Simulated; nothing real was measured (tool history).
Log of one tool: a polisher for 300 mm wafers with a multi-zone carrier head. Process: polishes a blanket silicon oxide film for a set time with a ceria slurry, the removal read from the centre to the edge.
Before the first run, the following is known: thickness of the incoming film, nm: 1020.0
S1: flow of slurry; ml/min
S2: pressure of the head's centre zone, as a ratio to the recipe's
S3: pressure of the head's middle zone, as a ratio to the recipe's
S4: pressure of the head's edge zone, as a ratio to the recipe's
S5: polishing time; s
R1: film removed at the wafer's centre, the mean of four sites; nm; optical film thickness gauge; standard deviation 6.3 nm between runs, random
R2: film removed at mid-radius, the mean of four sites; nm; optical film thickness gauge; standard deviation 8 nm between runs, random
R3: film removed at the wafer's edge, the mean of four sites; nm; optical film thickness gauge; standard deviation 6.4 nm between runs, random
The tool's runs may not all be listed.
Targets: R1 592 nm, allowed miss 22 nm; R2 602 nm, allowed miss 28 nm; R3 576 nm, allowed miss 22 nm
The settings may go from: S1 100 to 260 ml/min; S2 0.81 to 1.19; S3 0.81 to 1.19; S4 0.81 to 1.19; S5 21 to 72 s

{"run": 1, "hour": 0.0, "S1": 165, "S2": 1, "S3": 1, "S4": 1, "S5": 46, "R1": 409.51, "R2": 423.88, "R3": 395.67}
{"run": 2, "hour": 0.9, "S1": 170, "S2": 1.01, "S3": 1, "S4": 1.01, "S5": 47, "R1": 414.87, "R2": 420.6, "R3": 405.64}
{"run": 3, "hour": 9.6, "S1": 170, "S2": 1.02, "S3": 1.01, "S4": 1.02, "S5": 49, "R1": 442.9, "R2": 455.82, "R3": 425.81}
{"run": 4, "hour": 10.3, "S1": 175, "S2": 1.02, "S3": 1.01, "S4": 1.03, "S5": 50, "R1": 443.13, "R2": 446.67, "R3": 441.18}
{"run": 5, "hour": 11.9, "S1": 175, "S2": 1.02, "S3": 1.01, "S4": 1.06, "S5": 50, "R1": 450.53, "R2": 446.53, "R3": 452.58}
{"run": 6, "hour": 12.8, "S1": 175, "S2": 1.03, "S3": 1.02, "S4": 1.06, "S5": 51, "R1": 458.75, "R2": 469.93, "R3": 453.72}
{"run": 7, "hour": 20.5, "S1": 180, "S2": 1.04, "S3": 1.02, "S4": 1.07, "S5": 52, "R1": 476.34, "R2": 475.28, "R3": 464.79}
{"run": 8, "hour": 25.5, "S1": 180, "S2": 1.04, "S3": 1.02, "S4": 1.07, "S5": 52, "R1": 477.93, "R2": 482.49, "R3": 473.87}
{"run": 9, "hour": 32.2, "S1": 185, "S2": 1.05, "S3": 1.03, "S4": 1.08, "S5": 53, "R1": 490.8, "R2": 490.6, "R3": 481.58}
{"run": 10, "hour": 37.6, "S1": 185, "S2": 1.05, "S3": 1.04, "S4": 1.09, "S5": 54, "R1": 495.02, "R2": 513.04, "R3": 484.21}
{"run": 11, "hour": 43.7, "S1": 185, "S2": 1.05, "S3": 1.04, "S4": 1.09, "S5": 54, "R1": 494.5, "R2": 499.85, "R3": 487.41}

Next run, 4 choices. One meets every target within its allowed miss, the rest don't. Which?
{"run": "A", "hour": 49.8, "S1": 205, "S2": 0.9, "S3": 0.98, "S4": 1.19, "S5": 67, "R1": "?", "R2": "?", "R3": "?"}
{"run": "B", "hour": 49.8, "S1": 185, "S2": 1.09, "S3": 1.11, "S4": 1.12, "S5": 62, "R1": "?", "R2": "?", "R3": "?"}
{"run": "C", "hour": 49.8, "S1": 175, "S2": 1.18, "S3": 1.13, "S4": 0.97, "S5": 61, "R1": "?", "R2": "?", "R3": "?"}
{"run": "D", "hour": 49.8, "S1": 210, "S2": 1.09, "S3": 1.05, "S4": 1.15, "S5": 57, "R1": "?", "R2": "?", "R3": "?"}

move=A R1=550.47 R2=600.5 R3=638.26
move=B R1=588.52 R2=597.15 R3=567.85
move=C R1=614.31 R2=590.76 R3=520.59
move=D R1=549.82 R2=536.23 R3=534.77
A: better than the last run, though not everything is in spec
B: all results land within tolerance of their targets
C: takes the biggest miss from the last run beyond its target
D: better than the last run, though not everything is in spec
The move that meets every target is B.
